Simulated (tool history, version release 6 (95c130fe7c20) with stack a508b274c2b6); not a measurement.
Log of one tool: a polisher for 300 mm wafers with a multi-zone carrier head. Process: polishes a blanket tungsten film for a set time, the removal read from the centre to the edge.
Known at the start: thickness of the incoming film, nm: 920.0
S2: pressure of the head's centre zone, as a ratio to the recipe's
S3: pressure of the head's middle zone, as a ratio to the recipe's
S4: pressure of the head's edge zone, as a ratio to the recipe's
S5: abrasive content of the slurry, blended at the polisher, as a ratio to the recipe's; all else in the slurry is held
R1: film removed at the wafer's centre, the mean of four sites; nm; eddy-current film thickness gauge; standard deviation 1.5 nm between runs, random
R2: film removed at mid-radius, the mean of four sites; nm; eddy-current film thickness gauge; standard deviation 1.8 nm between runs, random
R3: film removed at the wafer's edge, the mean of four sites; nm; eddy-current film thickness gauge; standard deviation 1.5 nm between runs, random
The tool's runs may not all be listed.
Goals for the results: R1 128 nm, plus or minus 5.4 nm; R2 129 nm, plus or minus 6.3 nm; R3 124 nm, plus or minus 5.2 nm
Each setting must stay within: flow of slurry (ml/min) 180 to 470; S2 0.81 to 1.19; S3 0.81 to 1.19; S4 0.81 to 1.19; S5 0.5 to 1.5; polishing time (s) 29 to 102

Run 1, hour 0: flow of slurry (ml/min) 300, S2 1, S3 1, S4 1, S5 1, polishing time (s) 65. Result: R1 182.19 nm, R2 184.13 nm, R3 184.88 nm.
Run 2, hour 2.3: flow of slurry (ml/min) 300, S2 1, S3 1, S4 1, S5 1, polishing time (s) 49. Result: R1 137.1 nm, R2 139.15 nm, R3 141.7 nm.
Run 3, hour 6.7: flow of slurry (ml/min) 300, S2 1, S3 1, S4 0.99, S5 1, polishing time (s) 49. Result: R1 139.42 nm, R2 139.72 nm, R3 136.62 nm.
Run 4, hour 12.2: flow of slurry (ml/min) 225, S2 1, S3 1, S4 0.99, S5 1, polishing time (s) 49. Result: R1 135.22 nm, R2 135 nm, R3 130.41 nm.
Run 5, hour 17.1: flow of slurry (ml/min) 225, S2 1, S3 1.07, S4 0.99, S5 1, polishing time (s) 49. Result: R1 135.41 nm, R2 140.56 nm, R3 131.33 nm.
Run 6, hour 24.2: flow of slurry (ml/min) 225, S2 1.08, S3 1.07, S4 0.99, S5 1, polishing time (s) 49. Result: R1 145.39 nm, R2 144.62 nm, R3 134.06 nm.
Run 7, hour 32.7: flow of slurry (ml/min) 225, S2 1.07, S3 1.06, S4 0.99, S5 1, polishing time (s) 49. Result: R1 144.46 nm, R2 142.32 nm, R3 133.91 nm.
Run 8, hour 39.9: flow of slurry (ml/min) 225, S2 1.06, S3 1.05, S4 0.99, S5 1, polishing time (s) 49. Result: R1 141.12 nm, R2 142.06 nm, R3 135.9 nm.

4 next moves are on the table. One of them brings every result within its allowed miss. Which?
Run A, hour 47.1: flow of slurry (ml/min) 200, S2 1.02, S3 1.02, S4 0.96, S5 1.1, polishing time (s) 45. Result: R1 ?, R2 ?, R3 ?.
Run B, hour 47.1: flow of slurry (ml/min) 205, S2 0.93, S3 1.15, S4 0.88, S5 1.05, polishing time (s) 49. Result: R1 ?, R2 ?, R3 ?.
Run C, hour 47.1: flow of slurry (ml/min) 225, S2 1.13, S3 1.19, S4 0.93, S5 1.15, polishing time (s) 49. Result: R1 ?, R2 ?, R3 ?.
Run D, hour 47.1: flow of slurry (ml/min) 225, S2 0.93, S3 1.19, S4 1.12, S5 1, polishing time (s) 50. Result: R1 ?, R2 ?, R3 ?.

move      R1      R2      R3
   A  127.64   128.8  122.94
   B  127.21  151.55  127.44
   C   155.8  160.36  134.41
   D  129.42   157.9  143.93
A: every result lands within tolerance
B: meets the target for the result that was furthest off, but another lies outside its allowed miss
C: further off than the last run
D: meets the target for the result that was furthest off, but another lies outside its allowed miss
Correct choice: A, which meets every target

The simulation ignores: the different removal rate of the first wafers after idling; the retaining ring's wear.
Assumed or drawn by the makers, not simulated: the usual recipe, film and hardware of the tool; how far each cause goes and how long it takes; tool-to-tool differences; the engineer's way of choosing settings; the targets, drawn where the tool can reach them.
